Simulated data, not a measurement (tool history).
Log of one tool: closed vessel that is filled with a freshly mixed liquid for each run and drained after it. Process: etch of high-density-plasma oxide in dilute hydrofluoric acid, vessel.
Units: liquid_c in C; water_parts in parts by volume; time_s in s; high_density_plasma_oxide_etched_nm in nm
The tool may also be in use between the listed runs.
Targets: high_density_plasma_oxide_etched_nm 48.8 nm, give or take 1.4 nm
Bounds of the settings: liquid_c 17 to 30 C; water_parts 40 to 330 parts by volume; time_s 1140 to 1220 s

run,hour,liquid_c,water_parts,time_s,high_density_plasma_oxide_etched_nm
1,0,22,185,1140,28.527
2,3.2,23,180,1140,30.827
3,7.4,23,180,1220,32.124
4,9.5,23,180,1140,30.732
5,17.9,23.5,175,1140,31.62
6,25.6,24,170,1140,33.932
7,30.1,24.5,170,1140,34.45
8,32.6,25,170,1140,35.255
9,38.6,25.5,170,1140,36.072
10,46.4,26,170,1140,36.19
11,50.6,30,135,1140,55.052

4 next moves are on the table. One of them brings every result within its allowed miss. Which?
A,54.8,29.5,155,1140,?
B,54.8,28.5,130,1220,?
C,54.8,30,120,1220,?
D,54.8,29.5,150,1155,?

move,high_density_plasma_oxide_etched_nm
A,46.383
B,58.938
C,68.398
D,48.875
A: pushes the last run's worst result past its target
B: its largest miss is bigger than the last run's
C: its largest miss is bigger than the last run's
D: in spec on every target
Go with D: it meets all targets.
